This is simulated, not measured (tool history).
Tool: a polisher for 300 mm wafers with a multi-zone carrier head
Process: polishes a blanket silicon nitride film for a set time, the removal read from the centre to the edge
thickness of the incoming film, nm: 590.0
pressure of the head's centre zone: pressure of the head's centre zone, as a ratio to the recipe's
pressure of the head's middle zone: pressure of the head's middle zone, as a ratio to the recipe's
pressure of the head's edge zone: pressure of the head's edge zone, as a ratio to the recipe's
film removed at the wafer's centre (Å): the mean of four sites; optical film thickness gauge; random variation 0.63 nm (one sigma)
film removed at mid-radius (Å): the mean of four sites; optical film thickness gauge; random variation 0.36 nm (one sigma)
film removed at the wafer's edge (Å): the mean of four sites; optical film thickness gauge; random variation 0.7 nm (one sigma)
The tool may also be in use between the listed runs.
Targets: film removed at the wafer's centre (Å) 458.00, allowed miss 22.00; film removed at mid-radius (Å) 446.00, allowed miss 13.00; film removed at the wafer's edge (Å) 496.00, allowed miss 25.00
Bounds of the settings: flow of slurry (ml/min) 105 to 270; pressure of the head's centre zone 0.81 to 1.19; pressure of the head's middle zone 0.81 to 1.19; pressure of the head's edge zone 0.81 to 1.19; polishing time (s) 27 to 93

| run | hour | flow of slurry (ml/min) | pressure of the head's centre zone | pressure of the head's middle zone | pressure of the head's edge zone | polishing time (s) | film removed at the wafer's centre (Å) | film removed at mid-radius (Å) | film removed at the wafer's edge (Å) |
|---|---|---|---|---|---|---|---|---|---|
| 1 | 0.0 | 175 | 1.00 | 1.00 | 1.00 | 59 | 560.83 | 558.72 | 574.07 |
| 2 | 4.7 | 170 | 0.99 | 0.98 | 0.99 | 58 | 539.13 | 542.08 | 562.02 |
| 3 | 8.9 | 195 | 0.99 | 0.98 | 0.99 | 58 | 549.93 | 550.73 | 563.40 |
| 4 | 10.2 | 195 | 0.99 | 0.98 | 1.07 | 58 | 552.27 | 558.28 | 588.35 |
| 5 | 13.1 | 195 | 0.98 | 0.97 | 1.05 | 57 | 547.89 | 538.80 | 586.73 |
| 6 | 15.9 | 225 | 0.98 | 0.97 | 1.05 | 57 | 532.87 | 554.58 | 592.23 |
| 7 | 19.7 | 220 | 0.97 | 0.96 | 1.03 | 56 | 529.82 | 538.43 | 563.17 |
| 8 | 27.0 | 215 | 0.96 | 0.95 | 1.02 | 56 | 510.87 | 528.03 | 566.32 |
| 9 | 34.9 | 210 | 0.96 | 0.94 | 1.00 | 56 | 523.95 | 519.92 | 553.48 |
| 10 | 42.4 | 205 | 0.95 | 0.93 | 0.99 | 56 | 501.02 | 509.62 | 542.44 |
| 11 | 44.7 | 200 | 0.95 | 0.92 | 0.98 | 56 | 515.08 | 505.13 | 548.96 |
| 12 | 46.3 | 200 | 0.95 | 0.92 | 0.98 | 56 | 496.49 | 501.62 | 551.12 |
| 13 | 54.2 | 195 | 0.95 | 0.91 | 0.97 | 56 | 510.65 | 499.57 | 542.83 |
| 14 | 60.2 | 195 | 0.94 | 0.90 | 0.96 | 56 | 511.04 | 497.46 | 549.47 |
| 15 | 68.1 | 145 | 0.92 | 0.88 | 0.90 | 52 | 426.96 | 438.71 | 477.77 |

5 next moves are on the table. One of them brings every result within its allowed miss. Which?
| A | 76.0 | 150 | 1.02 | 1.08 | 0.81 | 49 | ? | ? | ? |
| B | 76.0 | 130 | 0.94 | 0.86 | 0.84 | 56 | ? | ? | ? |
| C | 76.0 | 125 | 0.86 | 0.89 | 0.91 | 54 | ? | ? | ? |
| D | 76.0 | 160 | 0.93 | 0.97 | 0.91 | 53 | ? | ? | ? |
| E | 76.0 | 170 | 0.94 | 1.08 | 0.81 | 48 | ? | ? | ? |

| move | film removed at the wafer's centre (Å) | film removed at mid-radius (Å) | film removed at the wafer's edge (Å) |
|---|---|---|---|
| A | 461.76 | 490.13 | 437.78 |
| B | 471.97 | 451.66 | 498.76 |
| C | 412.78 | 445.01 | 491.07 |
| D | 460.02 | 489.21 | 496.20 |
| E | 425.87 | 489.80 | 434.98 |
A: brings the result that was furthest off to its target, and leaves another outside
B: meets every target
C: further off than the last run
D: brings the result that was furthest off to its target, and leaves another outside
E: further off than the last run
Answer: B
